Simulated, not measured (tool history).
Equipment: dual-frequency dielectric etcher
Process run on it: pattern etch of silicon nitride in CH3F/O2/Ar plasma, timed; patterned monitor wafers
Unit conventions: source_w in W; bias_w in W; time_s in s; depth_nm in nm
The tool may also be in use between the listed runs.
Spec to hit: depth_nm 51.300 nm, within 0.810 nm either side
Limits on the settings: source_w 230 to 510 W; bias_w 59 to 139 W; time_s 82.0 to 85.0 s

| run | hour | source_w | bias_w | time_s | depth_nm |
|---|---|---|---|---|---|
| 1 | 0.0 | 370 | 99 | 82.0 | 57.340 |
| 2 | 6.5 | 350 | 98 | 82.0 | 56.327 |
| 3 | 13.8 | 380 | 98 | 82.0 | 58.081 |
| 4 | 22.7 | 380 | 98 | 82.0 | 58.213 |
| 5 | 27.5 | 380 | 98 | 82.0 | 58.228 |
| 6 | 32.1 | 360 | 97 | 82.0 | 56.776 |
|  | 39.0 | bias power generator calibrated |
| 7 | 39.0 | 340 | 96 | 82.0 | 54.479 |
| 8 | 47.6 | 330 | 96 | 82.0 | 54.493 |
| 9 | 56.7 | 260 | 92 | 82.0 | 48.262 |

Next run, 5 choices. One meets every target within its allowed miss, the rest don't. Which?
| A | 65.8 | 280 | 97 | 85.0 | ? |
| B | 65.8 | 280 | 100 | 84.5 | ? |
| C | 65.8 | 230 | 88 | 83.5 | ? |
| D | 65.8 | 290 | 87 | 83.5 | ? |
| E | 65.8 | 330 | 91 | 83.0 | ? |

| move | depth_nm |
|---|---|
| A | 52.717 |
| B | 52.865 |
| C | 46.751 |
| D | 50.916 |
| E | 53.823 |
A: takes the result that was furthest off past its target
B: takes the result that was furthest off past its target
C: misses by more than the last run did
D: hits every target within its allowed miss
E: takes the result that was furthest off past its target
D meets every target.
